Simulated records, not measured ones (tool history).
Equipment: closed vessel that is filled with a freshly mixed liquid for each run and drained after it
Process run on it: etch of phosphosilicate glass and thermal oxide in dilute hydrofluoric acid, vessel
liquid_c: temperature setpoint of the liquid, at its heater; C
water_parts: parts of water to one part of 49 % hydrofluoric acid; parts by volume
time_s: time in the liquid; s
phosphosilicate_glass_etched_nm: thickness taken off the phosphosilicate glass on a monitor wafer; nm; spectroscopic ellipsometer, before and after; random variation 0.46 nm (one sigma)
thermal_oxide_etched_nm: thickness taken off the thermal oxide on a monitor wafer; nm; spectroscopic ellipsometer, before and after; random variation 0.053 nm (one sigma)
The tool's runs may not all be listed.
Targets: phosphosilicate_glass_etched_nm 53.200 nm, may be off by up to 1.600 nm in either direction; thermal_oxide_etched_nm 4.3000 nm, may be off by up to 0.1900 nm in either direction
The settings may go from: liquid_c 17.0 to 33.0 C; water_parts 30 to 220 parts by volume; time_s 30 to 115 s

run,hour,liquid_c,water_parts,time_s,phosphosilicate_glass_etched_nm,thermal_oxide_etched_nm
1,0.0,25.0,125,60,29.826,2.4001
2,3.0,25.0,165,60,21.414,1.7594
3,8.4,27.5,165,60,23.567,1.9219
4,13.5,29.5,165,60,25.586,2.0874
5,15.0,29.5,145,60,30.050,2.3972
6,21.2,30.0,130,60,34.065,2.7848
7,23.5,31.5,80,65,69.621,5.5839
8,28.5,30.0,80,65,64.336,5.2856
9,36.3,29.0,80,65,62.102,5.0428
10,45.2,25.0,85,65,50.174,3.9800
11,46.4,25.5,85,65,50.702,4.0095

Of the 4 settings listed for the next run, only one would bring every result within its allowed miss of target. Which one?
A,47.6,21.0,70,70,?,?
B,47.6,32.5,140,85,?,?
C,47.6,21.5,55,55,?,?
D,47.6,23.0,70,60,?,?

move,phosphosilicate_glass_etched_nm,thermal_oxide_etched_nm
A,55.977,4.5041
B,48.291,3.8857
C,58.210,4.6838
D,52.101,4.1923
A: the result that was furthest off in the last run now lies on the other side of its target
B: moves away from the targets compared with the last run
C: the result that was furthest off in the last run now lies on the other side of its target
D: meets every target
Correct choice: D, which meets every target
